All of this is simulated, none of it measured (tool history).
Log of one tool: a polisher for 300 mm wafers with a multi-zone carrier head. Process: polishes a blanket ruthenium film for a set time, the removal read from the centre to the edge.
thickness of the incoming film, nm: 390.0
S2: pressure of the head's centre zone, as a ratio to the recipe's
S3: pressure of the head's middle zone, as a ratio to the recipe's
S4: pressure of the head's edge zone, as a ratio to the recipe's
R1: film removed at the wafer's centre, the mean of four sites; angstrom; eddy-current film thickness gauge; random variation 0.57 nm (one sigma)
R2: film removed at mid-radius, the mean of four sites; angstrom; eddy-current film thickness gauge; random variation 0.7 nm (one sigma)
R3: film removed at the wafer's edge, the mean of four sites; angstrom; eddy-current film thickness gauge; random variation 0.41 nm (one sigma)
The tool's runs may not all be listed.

Run 1, hour 0.0: flow of slurry (ml/min) 140, S2 1.00, S3 1.00, S4 1.00, polishing time (s) 72. Result: R1 798.72 angstrom, R2 797.99 angstrom, R3 809.25 angstrom.
Run 2, hour 1.7: flow of slurry (ml/min) 125, S2 0.94, S3 1.00, S4 0.97, polishing time (s) 67. Result: R1 692.78 angstrom, R2 736.83 angstrom, R3 727.40 angstrom.
Run 3, hour 10.5: flow of slurry (ml/min) 125, S2 0.94, S3 1.07, S4 0.97, polishing time (s) 67. Result: R1 691.27 angstrom, R2 778.53 angstrom, R3 731.48 angstrom.
Run 4, hour 13.6: flow of slurry (ml/min) 115, S2 0.90, S3 1.05, S4 0.97, polishing time (s) 63. Result: R1 614.96 angstrom, R2 728.86 angstrom, R3 683.68 angstrom.
Run 5, hour 15.6: flow of slurry (ml/min) 105, S2 0.87, S3 1.02, S4 0.96, polishing time (s) 60. Result: R1 554.11 angstrom, R2 663.23 angstrom, R3 635.95 angstrom.
Run 6, hour 19.8: flow of slurry (ml/min) 105, S2 0.96, S3 1.02, S4 0.96, polishing time (s) 60. Result: R1 604.20 angstrom, R2 659.04 angstrom, R3 635.53 angstrom.
Run 7, hour 24.3: flow of slurry (ml/min) 100, S2 0.92, S3 1.01, S4 0.96, polishing time (s) 59. Result: R1 573.64 angstrom, R2 646.90 angstrom, R3 615.26 angstrom.
Run 8, hour 33.3: flow of slurry (ml/min) 95, S2 0.89, S3 0.99, S4 0.97, polishing time (s) 58. Result: R1 538.39 angstrom, R2 600.16 angstrom, R3 608.88 angstrom.

Forecast run 9:
Run 9, hour 38.7: flow of slurry (ml/min) 90, S2 0.87, S3 1.00, S4 0.96, polishing time (s) 58. Result: R1 ?, R2 ?, R3 ?.

Run 9 gave R1 525.43 angstrom, R2 599.07 angstrom, R3 601.54 angstrom.
